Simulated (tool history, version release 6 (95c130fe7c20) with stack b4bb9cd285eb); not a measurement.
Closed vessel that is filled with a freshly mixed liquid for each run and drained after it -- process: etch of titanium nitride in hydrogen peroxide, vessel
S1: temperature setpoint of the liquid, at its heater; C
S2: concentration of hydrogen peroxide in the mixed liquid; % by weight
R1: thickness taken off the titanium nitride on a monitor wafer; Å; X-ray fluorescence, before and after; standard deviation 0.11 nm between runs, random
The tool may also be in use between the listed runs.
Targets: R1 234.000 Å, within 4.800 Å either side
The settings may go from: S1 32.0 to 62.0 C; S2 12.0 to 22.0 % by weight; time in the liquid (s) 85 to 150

run 1 day=0.000 | S1=46.0 S2=15.0 time_in_the_liquid_(s)=150 | R1=98.774
run 2 day=0.304 | S1=48.5 S2=15.0 time_in_the_liquid_(s)=150 | R1=118.940
run 3 day=0.383 | S1=50.5 S2=15.0 time_in_the_liquid_(s)=150 | R1=136.940
run 4 day=0.567 | S1=56.5 S2=15.0 time_in_the_liquid_(s)=150 | R1=209.600
run 5 day=0.742 | S1=62.0 S2=15.0 time_in_the_liquid_(s)=150 | R1=302.560
run 6 day=0.892 | S1=62.0 S2=15.0 time_in_the_liquid_(s)=150 | R1=305.880
run 7 day=1.008 | S1=61.0 S2=15.0 time_in_the_liquid_(s)=150 | R1=282.530
run 8 day=1.346 | S1=60.5 S2=15.0 time_in_the_liquid_(s)=150 | R1=272.860
run 9 day=1.525 | S1=60.0 S2=15.0 time_in_the_liquid_(s)=150 | R1=266.700
run 10 day=1.804 | S1=59.5 S2=15.0 time_in_the_liquid_(s)=150 | R1=257.070
run 11 day=1.979 | S1=59.0 S2=15.0 time_in_the_liquid_(s)=150 | R1=246.490

Which single option among these 5 for the next run brings every result within its allowed miss of target? Just one does.
run A day=2.154 | S1=57.5 S2=14.5 time_in_the_liquid_(s)=150 | R1=?
run B day=2.154 | S1=58.5 S2=13.0 time_in_the_liquid_(s)=150 | R1=?
run C day=2.154 | S1=59.0 S2=15.5 time_in_the_liquid_(s)=150 | R1=?
run D day=2.154 | S1=58.0 S2=12.0 time_in_the_liquid_(s)=150 | R1=?
run E day=2.154 | S1=58.5 S2=12.5 time_in_the_liquid_(s)=145 | R1=?

move=A R1=222.990
move=B R1=233.450
move=C R1=250.700
move=D R1=221.830
move=E R1=223.830
A: carries the result that was furthest off beyond its target, to the other side
B: every result lands within tolerance
C: its largest miss is bigger than the last run's
D: carries the result that was furthest off beyond its target, to the other side
E: carries the result that was furthest off beyond its target, to the other side
Correct choice: B, which meets every target
